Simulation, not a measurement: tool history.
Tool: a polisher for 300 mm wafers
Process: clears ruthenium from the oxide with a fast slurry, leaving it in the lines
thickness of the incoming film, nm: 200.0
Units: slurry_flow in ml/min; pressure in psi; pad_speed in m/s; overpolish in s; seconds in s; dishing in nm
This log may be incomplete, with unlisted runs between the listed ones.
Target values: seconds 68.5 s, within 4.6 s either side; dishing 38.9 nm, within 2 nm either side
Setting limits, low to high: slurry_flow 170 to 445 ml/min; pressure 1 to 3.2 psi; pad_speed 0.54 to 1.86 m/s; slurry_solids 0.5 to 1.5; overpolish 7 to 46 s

run	hour	slurry_flow	pressure	pad_speed	slurry_solids	overpolish	seconds	dishing
1	0	285	2.1	1.18	1	24	68.395	45.402
2	8.9	285	2.1	1.18	1	33	71.707	55.72
3	14.4	285	1.7	1.18	1	33	88.258	50.08
4	15.6	285	1.7	1.18	1.15	33	81.472	50.648
5	17.8	285	1.3	1.18	1.15	33	103.92	43.829
# hour 23.7: slurry blender recalibrated
6	23.7	320	1.3	1.18	1.15	33	90.125	48.162
7	27.2	330	1.3	1.18	1.2	29	87.942	45.075
8	34.4	325	1.9	1.22	1.15	18	59.906	42.529
9	39	310	1.9	1.22	1.15	18	59.518	42.814
10	46.1	300	1.9	1.22	1.15	18	58.855	41.882

5 candidate next runs follow, results not yet known. Just one meets every target within its allowed miss. Identify it.
A	53.2	370	1.9	1.14	0.9	18	?	?
B	53.2	305	1.8	1.14	1.1	23	?	?
C	53.2	325	1.9	1.1	1.1	22	?	?
D	53.2	415	1.6	1.18	0.9	26	?	?
E	53.2	345	1.6	1.04	1.1	25	?	?

move	seconds	dishing
A	70.091	37.676
B	68.751	44.691
C	67.181	44.114
D	79.367	44.124
E	83.302	41.771
A: every result lands within tolerance
B: corrects the largest miss of the last run, while another result sits out of spec
C: corrects the largest miss of the last run, while another result sits out of spec
D: carries the result that was furthest off beyond its target, to the other side
E: carries the result that was furthest off beyond its target, to the other side
Go with A: it meets all targets.
